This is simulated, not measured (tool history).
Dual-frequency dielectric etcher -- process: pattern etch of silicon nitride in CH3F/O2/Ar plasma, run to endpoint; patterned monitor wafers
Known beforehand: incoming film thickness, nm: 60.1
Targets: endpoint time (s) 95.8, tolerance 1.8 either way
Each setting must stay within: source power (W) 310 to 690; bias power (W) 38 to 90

run 1 day=0 | source_power_(W)=500 bias_power_(W)=64 | endpoint_time_(s)=81.488
run 2 day=0.167 | source_power_(W)=500 bias_power_(W)=72 | endpoint_time_(s)=78.273
run 3 day=0.479 | source_power_(W)=500 bias_power_(W)=66 | endpoint_time_(s)=80.72
run 4 day=0.838 | source_power_(W)=420 bias_power_(W)=66 | endpoint_time_(s)=86.147
run 5 day=1.033 | source_power_(W)=390 bias_power_(W)=64 | endpoint_time_(s)=88.799
run 6 day=1.179 | source_power_(W)=470 bias_power_(W)=64 | endpoint_time_(s)=82.166
run 7 day=1.3 | source_power_(W)=420 bias_power_(W)=62 | endpoint_time_(s)=87.963
run 8 day=1.392 | source_power_(W)=390 bias_power_(W)=61 | endpoint_time_(s)=90.63
run 9 day=1.733 | source_power_(W)=390 bias_power_(W)=61 | endpoint_time_(s)=90.399
run 10 day=1.988 | source_power_(W)=370 bias_power_(W)=60 | endpoint_time_(s)=92.207
run 11 day=2.188 | source_power_(W)=360 bias_power_(W)=60 | endpoint_time_(s)=92.547

Pick the move, out of 4, that brings all results within their allowed miss; only one does.
run A day=2.388 | source_power_(W)=340 bias_power_(W)=76 | endpoint_time_(s)=?
run B day=2.388 | source_power_(W)=310 bias_power_(W)=73 | endpoint_time_(s)=?
run C day=2.388 | source_power_(W)=340 bias_power_(W)=59 | endpoint_time_(s)=?
run D day=2.388 | source_power_(W)=440 bias_power_(W)=52 | endpoint_time_(s)=?

move=A endpoint_time_(s)=87.482
move=B endpoint_time_(s)=91.624
move=C endpoint_time_(s)=95.876
move=D endpoint_time_(s)=91.408
A: the biggest miss grows against the last run
B: the biggest miss grows against the last run
C: meets every target
D: the biggest miss grows against the last run
Correct choice: C, which meets every target

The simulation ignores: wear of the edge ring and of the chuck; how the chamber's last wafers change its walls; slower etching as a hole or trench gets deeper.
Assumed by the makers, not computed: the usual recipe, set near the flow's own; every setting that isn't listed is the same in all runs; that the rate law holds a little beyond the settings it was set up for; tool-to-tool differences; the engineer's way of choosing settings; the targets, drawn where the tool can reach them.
